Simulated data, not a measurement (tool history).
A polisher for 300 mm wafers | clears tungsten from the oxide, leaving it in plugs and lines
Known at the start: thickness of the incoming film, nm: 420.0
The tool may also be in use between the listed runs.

| run | day | flow of slurry (ml/min) | pressure of the wafer on the pad (psi) | speed of the pad under the wafer (cm/s) | abrasive content of the slurry | overpolish time after the end point (s) | time until the end point was called (s) |
|---|---|---|---|---|---|---|---|
| 1 | 0 | 235 | 3.4 | 96 | 1 | 27 | 108.75 |
| 2 | 0.308 | 235 | 3.7 | 98 | 1 | 27 | 96.813 |
| 3 | 0.354 | 235 | 3.9 | 98 | 1 | 27 | 99.312 |
| 4 | 0.633 | 235 | 3.9 | 98 | 1.15 | 27 | 92.773 |
| 5 | 0.792 | 235 | 4.1 | 100 | 1.15 | 27 | 85.597 |
| 6 | 1.012 | 235 | 4.1 | 100 | 1.05 | 27 | 90.134 |
| 7 | 1.162 | 235 | 4.2 | 102 | 1.05 | 27 | 84.458 |

Estimate the outcome of run 8 from the log above:
|  | 1.333 | head pressure recalibrated |
| 8 | 1.333 | 235 | 4.3 | 104 | 1.05 | 27 | ? |

time until the end point was called (s): 74.19
